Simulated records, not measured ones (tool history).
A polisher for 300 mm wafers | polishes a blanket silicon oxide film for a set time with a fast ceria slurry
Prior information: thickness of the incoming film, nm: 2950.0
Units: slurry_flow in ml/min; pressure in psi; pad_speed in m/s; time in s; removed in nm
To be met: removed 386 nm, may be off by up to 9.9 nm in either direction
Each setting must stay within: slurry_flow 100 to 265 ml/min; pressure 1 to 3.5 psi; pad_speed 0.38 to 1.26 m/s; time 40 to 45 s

run    day  slurry_flow  pressure  pad_speed  time  removed
  1      0          170       2.2       0.82    45   427.48
  2  0.208          165       2.2       0.82    45   424.66
  3  0.412          165       2.2       0.82    45   422.74
  4    0.5          155       2.2       0.82    45   424.25
  5  0.679          155       2.2       0.96    45   491.92
  6      1          150       2.1       0.96    45   475.19
  7  1.033          150         2       0.96    45   451.75
  8  1.108          145       1.9       0.96    45   423.12
  9  1.254          140       1.9       0.96    45   425.18
 10  1.621          135       1.9       0.96    45   420.23
 11  1.804          130       1.9       0.96    45   417.88

Exercise: of the 4 proposed moves below, exactly one satisfies all targets within the stated allowed misses. Which move is it?
  A  1.988          115       2.1       0.92    41        ?
  B  1.988          135       1.9       1.04    40        ?
  C  1.988          145       1.6       1.02    42        ?
  D  1.988          100       1.7        1.2    43        ?

move  removed
   A   387.06
   B   406.25
   C   368.04
   D   422.34
A: all results land within tolerance of their targets
B: closes in on the targets versus the last run, not all within tolerance yet
C: takes the result that was furthest off past its target
D: misses by more than the last run did
A meets every target.

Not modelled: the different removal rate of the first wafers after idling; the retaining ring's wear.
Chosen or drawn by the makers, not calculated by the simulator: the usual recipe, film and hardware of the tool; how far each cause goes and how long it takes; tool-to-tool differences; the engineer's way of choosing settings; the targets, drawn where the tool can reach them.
